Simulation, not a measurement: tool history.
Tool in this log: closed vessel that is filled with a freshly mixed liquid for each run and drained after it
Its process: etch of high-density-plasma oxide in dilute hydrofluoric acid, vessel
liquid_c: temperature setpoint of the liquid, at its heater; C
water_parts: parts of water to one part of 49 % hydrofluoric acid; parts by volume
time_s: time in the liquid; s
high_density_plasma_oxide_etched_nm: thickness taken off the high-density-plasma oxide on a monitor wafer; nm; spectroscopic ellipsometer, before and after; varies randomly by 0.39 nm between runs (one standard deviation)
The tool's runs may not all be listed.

run    day  liquid_c  water_parts  time_s  high_density_plasma_oxide_etched_nm
  1  0.000      23.0          265    1965                               52.326
  2  0.312      23.0          265    2090                               55.824
  3  0.521      23.0          215    2090                               71.902
  4  0.825      23.0          215    2090                               72.655
  5  1.204      23.0          130    2090                              129.540
  6  1.338      22.0          145    2090                              110.180
  7  1.538      21.0          155    2090                               98.918
  8  1.654      20.5          165    2090                               89.962

What does the tool deliver on the next run?
  9  1.975      20.5          165    2090                                    ?

{"run 9": {"high_density_plasma_oxide_etched_nm": 89.345}}

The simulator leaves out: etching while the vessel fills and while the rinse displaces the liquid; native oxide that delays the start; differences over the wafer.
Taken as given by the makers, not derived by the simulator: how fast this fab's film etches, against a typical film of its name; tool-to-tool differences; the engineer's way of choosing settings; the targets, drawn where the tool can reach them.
